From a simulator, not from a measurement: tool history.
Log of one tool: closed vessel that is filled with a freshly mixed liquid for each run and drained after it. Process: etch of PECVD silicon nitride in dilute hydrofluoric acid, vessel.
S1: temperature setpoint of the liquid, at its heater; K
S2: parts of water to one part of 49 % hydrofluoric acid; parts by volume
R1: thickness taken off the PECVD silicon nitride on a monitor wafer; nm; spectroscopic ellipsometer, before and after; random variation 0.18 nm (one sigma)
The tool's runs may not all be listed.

Run 1, day 0.000: S1 296.15 K, S2 110 parts by volume, time in the liquid (s) 970. Result: R1 14.393 nm.
Run 2, day 0.358: S1 296.15 K, S2 110 parts by volume, time in the liquid (s) 760. Result: R1 11.341 nm.
Run 3, day 0.638: S1 296.15 K, S2 75 parts by volume, time in the liquid (s) 760. Result: R1 16.520 nm.
Run 4, day 1.008: S1 297.65 K, S2 75 parts by volume, time in the liquid (s) 760. Result: R1 18.102 nm.
Run 5, day 1.212: S1 299.65 K, S2 75 parts by volume, time in the liquid (s) 760. Result: R1 20.755 nm.
Run 6, day 1.596: S1 299.65 K, S2 35 parts by volume, time in the liquid (s) 760. Result: R1 44.095 nm.

The next listed run, before its measurement:
Run 7, day 1.733: S1 295.65 K, S2 35 parts by volume, time in the liquid (s) 760. Result: R1 ?.

{"run 7": {"R1": 33.471}}

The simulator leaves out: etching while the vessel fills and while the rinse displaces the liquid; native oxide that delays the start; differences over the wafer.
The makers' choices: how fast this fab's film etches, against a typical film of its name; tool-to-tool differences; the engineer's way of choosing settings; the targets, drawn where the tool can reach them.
